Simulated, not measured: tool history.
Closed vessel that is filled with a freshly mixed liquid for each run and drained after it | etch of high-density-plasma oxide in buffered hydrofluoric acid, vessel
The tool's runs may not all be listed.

run	hour	temperature setpoint of the liquid (K)	parts of 40 % ammonium fluoride to one part of 49 % hydrofluoric acid (parts by volume)	time in the liquid (s)	thickness taken off the high-density-plasma oxide on a monitor wafer (Å)
1	0.0	294.15	19.0	30	230.82
2	3.9	295.15	18.5	30	255.18
3	11.1	296.15	18.0	30	275.04
4	17.1	294.15	18.0	30	245.35
5	25.6	295.15	17.5	30	265.34
6	29.2	295.15	14.0	30	330.38

Run 7 comes next. What will it give?
7	36.9	295.65	14.0	30	?

Run 7 gave thickness taken off the high-density-plasma oxide on a monitor wafer (Å) 338.13.

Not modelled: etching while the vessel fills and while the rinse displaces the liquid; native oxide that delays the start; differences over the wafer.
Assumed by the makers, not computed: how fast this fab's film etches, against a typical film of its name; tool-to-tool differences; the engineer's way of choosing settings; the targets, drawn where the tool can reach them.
